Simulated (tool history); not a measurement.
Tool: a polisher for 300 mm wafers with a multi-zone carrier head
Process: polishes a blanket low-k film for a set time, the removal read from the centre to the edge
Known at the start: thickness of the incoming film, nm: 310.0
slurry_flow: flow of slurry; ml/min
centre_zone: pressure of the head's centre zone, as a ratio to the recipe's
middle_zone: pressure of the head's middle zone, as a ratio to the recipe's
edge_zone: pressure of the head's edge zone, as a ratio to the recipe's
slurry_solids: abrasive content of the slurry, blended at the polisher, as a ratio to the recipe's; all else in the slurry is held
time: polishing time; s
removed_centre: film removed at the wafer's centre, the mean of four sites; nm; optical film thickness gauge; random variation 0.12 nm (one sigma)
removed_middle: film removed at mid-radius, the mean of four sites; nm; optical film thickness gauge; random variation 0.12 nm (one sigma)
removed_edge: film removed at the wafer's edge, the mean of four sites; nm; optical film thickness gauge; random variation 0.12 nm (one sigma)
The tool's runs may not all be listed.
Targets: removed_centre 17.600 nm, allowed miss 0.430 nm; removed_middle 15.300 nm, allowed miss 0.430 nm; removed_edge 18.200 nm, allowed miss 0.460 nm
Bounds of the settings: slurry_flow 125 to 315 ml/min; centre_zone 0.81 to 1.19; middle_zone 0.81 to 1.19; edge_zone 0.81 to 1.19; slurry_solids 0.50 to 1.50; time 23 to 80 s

Run 1, hour 0.0: slurry_flow 205 ml/min, centre_zone 1.00, middle_zone 1.00, edge_zone 1.00, slurry_solids 1.00, time 51 s. Result: removed_centre 32.875 nm, removed_middle 33.175 nm, removed_edge 33.680 nm.
Run 2, hour 7.4: slurry_flow 195 ml/min, centre_zone 1.00, middle_zone 0.97, edge_zone 0.99, slurry_solids 0.90, time 48 s. Result: removed_centre 28.287 nm, removed_middle 28.209 nm, removed_edge 29.566 nm.
Run 3, hour 15.0: slurry_flow 190 ml/min, centre_zone 1.01, middle_zone 0.94, edge_zone 0.97, slurry_solids 0.85, time 46 s. Result: removed_centre 26.131 nm, removed_middle 24.939 nm, removed_edge 26.604 nm.
Run 4, hour 22.8: slurry_flow 190 ml/min, centre_zone 1.01, middle_zone 0.94, edge_zone 0.97, slurry_solids 0.70, time 46 s. Result: removed_centre 21.825 nm, removed_middle 21.066 nm, removed_edge 22.342 nm.
At hour 27.8: edge zone pressure recalibrated.
Run 5, hour 27.8: slurry_flow 190 ml/min, centre_zone 1.01, middle_zone 0.94, edge_zone 0.97, slurry_solids 0.60, time 46 s. Result: removed_centre 18.312 nm, removed_middle 17.474 nm, removed_edge 18.192 nm.
Run 6, hour 33.9: slurry_flow 145 ml/min, centre_zone 1.01, middle_zone 0.94, edge_zone 0.97, slurry_solids 0.60, time 46 s. Result: removed_centre 17.089 nm, removed_middle 16.627 nm, removed_edge 17.485 nm.
Run 7, hour 35.8: slurry_flow 145 ml/min, centre_zone 1.01, middle_zone 0.94, edge_zone 0.97, slurry_solids 0.60, time 46 s. Result: removed_centre 17.266 nm, removed_middle 16.647 nm, removed_edge 17.374 nm.
Run 8, hour 43.6: slurry_flow 145 ml/min, centre_zone 1.01, middle_zone 0.92, edge_zone 0.98, slurry_solids 0.60, time 46 s. Result: removed_centre 17.096 nm, removed_middle 16.168 nm, removed_edge 17.791 nm.

Which of these 5 next moves meets every target?
Run A, hour 51.4: slurry_flow 155 ml/min, centre_zone 1.01, middle_zone 0.84, edge_zone 1.02, slurry_solids 0.60, time 46 s. Result: removed_centre ?, removed_middle ?, removed_edge ?.
Run B, hour 51.4: slurry_flow 150 ml/min, centre_zone 0.92, middle_zone 0.86, edge_zone 1.00, slurry_solids 0.85, time 34 s. Result: removed_centre ?, removed_middle ?, removed_edge ?.
Run C, hour 51.4: slurry_flow 160 ml/min, centre_zone 0.91, middle_zone 0.81, edge_zone 1.05, slurry_solids 0.65, time 43 s. Result: removed_centre ?, removed_middle ?, removed_edge ?.
Run D, hour 51.4: slurry_flow 240 ml/min, centre_zone 0.99, middle_zone 0.97, edge_zone 1.01, slurry_solids 0.60, time 41 s. Result: removed_centre ?, removed_middle ?, removed_edge ?.
Run E, hour 51.4: slurry_flow 125 ml/min, centre_zone 0.96, middle_zone 0.92, edge_zone 1.02, slurry_solids 0.65, time 43 s. Result: removed_centre ?, removed_middle ?, removed_edge ?.

move  removed_centre  removed_middle  removed_edge
   A          17.577          15.312        18.133
   B          17.062          16.435        18.930
   C          16.723          15.460        19.097
   D          16.664          16.489        16.902
   E          16.464          16.255        18.084
A: meets every target
B: further off than the last run
C: brings the result that was furthest off to its target, and leaves another outside
D: further off than the last run
E: further off than the last run
Answer: A

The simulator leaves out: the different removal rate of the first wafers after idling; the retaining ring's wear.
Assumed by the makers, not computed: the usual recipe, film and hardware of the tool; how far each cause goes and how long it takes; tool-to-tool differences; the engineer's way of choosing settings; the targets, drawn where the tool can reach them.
